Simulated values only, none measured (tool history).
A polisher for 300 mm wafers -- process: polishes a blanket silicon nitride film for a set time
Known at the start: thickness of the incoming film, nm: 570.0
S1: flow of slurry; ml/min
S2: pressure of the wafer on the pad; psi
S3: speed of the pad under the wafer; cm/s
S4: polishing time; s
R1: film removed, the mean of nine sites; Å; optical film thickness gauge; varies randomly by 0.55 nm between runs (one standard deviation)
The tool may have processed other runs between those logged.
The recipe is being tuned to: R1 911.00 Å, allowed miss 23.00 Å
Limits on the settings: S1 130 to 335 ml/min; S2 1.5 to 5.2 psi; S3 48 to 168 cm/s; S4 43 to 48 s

{"run": 1, "day": 0.0, "S1": 215, "S2": 3.3, "S3": 108, "S4": 48, "R1": 748.01}
{"run": 2, "day": 0.312, "S1": 190, "S2": 3.3, "S3": 108, "S4": 48, "R1": 735.65}
{"run": 3, "day": 0.4, "S1": 200, "S2": 3.5, "S3": 108, "S4": 48, "R1": 793.66}
{"run": 4, "day": 0.621, "S1": 200, "S2": 3.5, "S3": 84, "S4": 48, "R1": 642.46}
{"run": 5, "day": 0.896, "S1": 200, "S2": 4.0, "S3": 84, "S4": 48, "R1": 733.1}
{"run": 6, "day": 1.092, "S1": 200, "S2": 4.0, "S3": 84, "S4": 48, "R1": 729.21}
{"run": 7, "day": 1.283, "S1": 210, "S2": 4.2, "S3": 84, "S4": 48, "R1": 776.01}
{"run": 8, "day": 1.617, "S1": 215, "S2": 4.4, "S3": 84, "S4": 48, "R1": 818.92}

4 next moves are on the table. One of them brings every result within its allowed miss. Which?
{"run": "A", "day": 1.95, "S1": 210, "S2": 5.0, "S3": 90, "S4": 48, "R1": "?"}
{"run": "B", "day": 1.95, "S1": 140, "S2": 4.6, "S3": 116, "S4": 45, "R1": "?"}
{"run": "C", "day": 1.95, "S1": 310, "S2": 5.2, "S3": 76, "S4": 48, "R1": "?"}
{"run": "D", "day": 1.95, "S1": 235, "S2": 4.7, "S3": 96, "S4": 48, "R1": "?"}

move=A R1=977.54
move=B R1=989.59
move=C R1=918.56
move=D R1=979.36
A: takes the result that was furthest off past its target
B: takes the result that was furthest off past its target
C: each result inside its tolerance
D: takes the result that was furthest off past its target
So the answer is move C, the one that meets all the targets.

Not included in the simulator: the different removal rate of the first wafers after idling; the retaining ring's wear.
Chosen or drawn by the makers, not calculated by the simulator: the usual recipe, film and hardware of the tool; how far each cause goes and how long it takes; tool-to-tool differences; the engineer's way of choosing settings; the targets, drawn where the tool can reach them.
